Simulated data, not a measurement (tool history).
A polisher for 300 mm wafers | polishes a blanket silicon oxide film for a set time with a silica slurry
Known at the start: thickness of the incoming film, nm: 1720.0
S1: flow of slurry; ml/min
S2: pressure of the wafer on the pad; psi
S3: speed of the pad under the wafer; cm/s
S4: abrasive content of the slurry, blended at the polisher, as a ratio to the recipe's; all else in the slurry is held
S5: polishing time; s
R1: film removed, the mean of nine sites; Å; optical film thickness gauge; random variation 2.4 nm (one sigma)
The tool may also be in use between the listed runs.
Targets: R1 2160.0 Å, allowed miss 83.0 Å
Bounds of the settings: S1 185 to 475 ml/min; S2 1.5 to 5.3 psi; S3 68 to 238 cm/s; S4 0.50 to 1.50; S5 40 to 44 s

{"run": 1, "day": 0.0, "S1": 305, "S2": 3.4, "S3": 152, "S4": 1.0, "S5": 44, "R1": 1242.9}
{"run": 2, "day": 0.146, "S1": 305, "S2": 3.4, "S3": 124, "S4": 1.0, "S5": 44, "R1": 1105.5}
{"run": 3, "day": 0.188, "S1": 305, "S2": 3.4, "S3": 124, "S4": 1.0, "S5": 40, "R1": 993.7}
{"run": 4, "day": 0.379, "S1": 305, "S2": 4.0, "S3": 138, "S4": 1.0, "S5": 40, "R1": 1259.5}
{"run": 5, "day": 0.571, "S1": 305, "S2": 4.4, "S3": 152, "S4": 1.0, "S5": 40, "R1": 1446.2}
{"run": 6, "day": 0.6, "S1": 305, "S2": 4.4, "S3": 152, "S4": 0.8, "S5": 40, "R1": 1329.5}
{"run": 7, "day": 0.758, "S1": 305, "S2": 4.7, "S3": 170, "S4": 0.8, "S5": 40, "R1": 1507.3}
{"run": 8, "day": 0.95, "S1": 305, "S2": 4.9, "S3": 186, "S4": 0.8, "S5": 40, "R1": 1631.1}
{"run": 9, "day": 1.192, "S1": 305, "S2": 5.0, "S3": 202, "S4": 0.85, "S5": 40, "R1": 1861.6}
{"run": 10, "day": 1.217, "S1": 305, "S2": 5.1, "S3": 208, "S4": 0.85, "S5": 40, "R1": 1934.4}
{"run": 11, "day": 1.396, "S1": 305, "S2": 5.2, "S3": 214, "S4": 0.85, "S5": 40, "R1": 1995.5}
{"run": 12, "day": 1.588, "S1": 305, "S2": 5.2, "S3": 218, "S4": 0.85, "S5": 40, "R1": 2025.6}
{"run": 13, "day": 1.796, "S1": 305, "S2": 5.2, "S3": 222, "S4": 0.85, "S5": 40, "R1": 2031.7}

5 next moves are on the table. One of them brings every result within its allowed miss. Which?
{"run": "A", "day": 2.004, "S1": 335, "S2": 5.0, "S3": 212, "S4": 0.75, "S5": 40, "R1": "?"}
{"run": "B", "day": 2.004, "S1": 300, "S2": 4.7, "S3": 224, "S4": 0.95, "S5": 40, "R1": "?"}
{"run": "C", "day": 2.004, "S1": 350, "S2": 5.1, "S3": 232, "S4": 0.85, "S5": 41, "R1": "?"}
{"run": "D", "day": 2.004, "S1": 275, "S2": 5.2, "S3": 212, "S4": 0.9, "S5": 40, "R1": "?"}
{"run": "E", "day": 2.004, "S1": 320, "S2": 5.3, "S3": 204, "S4": 0.7, "S5": 43, "R1": "?"}

move=A R1=1817.8
move=B R1=1956.0
move=C R1=2146.9
move=D R1=2014.4
move=E R1=1943.2
A: further off than the last run
B: further off than the last run
C: meets every target
D: further off than the last run
E: further off than the last run
Answer: C

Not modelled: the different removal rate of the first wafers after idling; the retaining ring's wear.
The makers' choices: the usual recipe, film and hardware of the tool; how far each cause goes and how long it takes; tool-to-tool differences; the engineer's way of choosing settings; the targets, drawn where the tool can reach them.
